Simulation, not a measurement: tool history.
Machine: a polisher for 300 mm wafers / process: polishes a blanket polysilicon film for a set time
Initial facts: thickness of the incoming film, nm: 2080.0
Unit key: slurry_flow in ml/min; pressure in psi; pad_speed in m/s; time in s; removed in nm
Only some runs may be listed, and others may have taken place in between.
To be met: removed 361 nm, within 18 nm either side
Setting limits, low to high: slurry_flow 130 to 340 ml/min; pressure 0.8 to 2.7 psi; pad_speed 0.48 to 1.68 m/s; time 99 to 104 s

run	hour	slurry_flow	pressure	pad_speed	time	removed
1	0	220	1.7	1.08	99	455.81
2	7.3	220	1.6	1.08	99	442.54
3	12.4	220	1.4	1.08	99	380.68
4	16.1	220	1.2	1.08	99	328.92
5	20.4	220	1.4	1.08	99	385.14
# hour 27.9: worn pad replaced by a new one
6	27.9	170	1.4	1.08	99	408.18
7	29.2	180	1.4	1.08	99	415.2
8	31.5	175	1.1	1.06	99	321.79
9	36.3	175	1.1	1.06	99	318.38

Consider the 4 candidate settings below. Which is the only one whose results all fall within their allowed miss of target?
A	41.1	210	1.1	0.82	99	?
B	41.1	220	1	1.28	102	?
C	41.1	190	1.1	0.98	104	?
D	41.1	180	0.9	1.02	100	?

move	removed
A	271.67
B	358.63
C	322.41
D	262.9
A: the biggest miss grows against the last run
B: hits every target within its allowed miss
C: gains on the last run, yet a result remains outside its allowed miss
D: the biggest miss grows against the last run
Move B is the one to make.
